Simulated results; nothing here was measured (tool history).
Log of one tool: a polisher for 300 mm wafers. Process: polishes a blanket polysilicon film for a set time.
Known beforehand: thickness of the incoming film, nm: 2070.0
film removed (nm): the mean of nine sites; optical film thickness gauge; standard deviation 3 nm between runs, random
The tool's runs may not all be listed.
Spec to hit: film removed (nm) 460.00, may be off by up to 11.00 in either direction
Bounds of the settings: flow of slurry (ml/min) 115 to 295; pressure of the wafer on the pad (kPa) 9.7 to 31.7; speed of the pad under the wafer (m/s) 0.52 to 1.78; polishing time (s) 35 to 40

run,hour,flow of slurry (ml/min),pressure of the wafer on the pad (kPa),speed of the pad under the wafer (m/s),polishing time (s),film removed (nm)
1,0.0,190,20.7,1.14,40,407.33
2,0.8,190,17.9,1.14,40,350.26
3,5.0,190,13.1,1.14,40,261.07
4,11.9,190,9.7,1.14,40,195.89
5,15.8,190,9.7,1.02,40,176.00
6,24.8,155,9.7,1.02,40,171.95
7,30.0,175,13.8,1.02,40,243.70
8,35.5,225,19.3,1.02,40,342.93
9,39.2,225,20.7,1.02,40,366.34
10,47.4,225,22.1,1.02,40,390.71
11,55.7,225,22.8,1.02,40,407.27
12,59.2,225,23.4,1.02,40,420.95
13,65.7,230,24.1,1.02,40,426.96
14,68.4,230,24.8,1.02,40,441.36

Consider the 4 candidate settings below. Which is the only one whose results all fall within their allowed miss of target?
A,71.1,295,29.0,0.92,35,?
B,71.1,240,25.5,1.02,40,?
C,71.1,225,25.5,1.02,39,?
D,71.1,220,24.8,0.96,40,?

move,film removed (nm)
A,419.71
B,459.99
C,445.85
D,419.04
A: the biggest miss grows against the last run
B: every result lands within tolerance
C: nearer than the last run, and not there yet
D: the biggest miss grows against the last run
B is the move that brings every result within its allowed miss.
